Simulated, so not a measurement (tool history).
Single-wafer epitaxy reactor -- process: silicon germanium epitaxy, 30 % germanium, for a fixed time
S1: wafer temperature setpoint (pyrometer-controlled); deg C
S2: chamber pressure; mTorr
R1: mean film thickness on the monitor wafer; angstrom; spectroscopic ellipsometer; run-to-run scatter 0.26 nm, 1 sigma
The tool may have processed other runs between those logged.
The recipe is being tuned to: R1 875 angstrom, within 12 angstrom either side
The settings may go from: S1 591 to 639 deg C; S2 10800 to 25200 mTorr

run,hour,S1,S2,R1
1,0,615,18000,752.98
2,7.8,617,18000,782.56
3,16.8,618,18000,801.53
4,24.5,618,19800,832.15
5,28.5,628,19800,1012.8
6,29.8,635,19800,1155.2
7,30.7,623,19600,911.87
8,38.8,620,19600,860.19

Pick the move, out of 4, that brings all results within their allowed miss; only one does.
A,46.9,619,19600,?
B,46.9,619,19200,?
C,46.9,622,17200,?
D,46.9,620,20100,?

move,R1
A,849.13
B,841.88
C,852.89
D,875.11
A: the biggest miss grows against the last run
B: the biggest miss grows against the last run
C: the biggest miss grows against the last run
D: in spec on every target
D is the move that brings every result within its allowed miss.

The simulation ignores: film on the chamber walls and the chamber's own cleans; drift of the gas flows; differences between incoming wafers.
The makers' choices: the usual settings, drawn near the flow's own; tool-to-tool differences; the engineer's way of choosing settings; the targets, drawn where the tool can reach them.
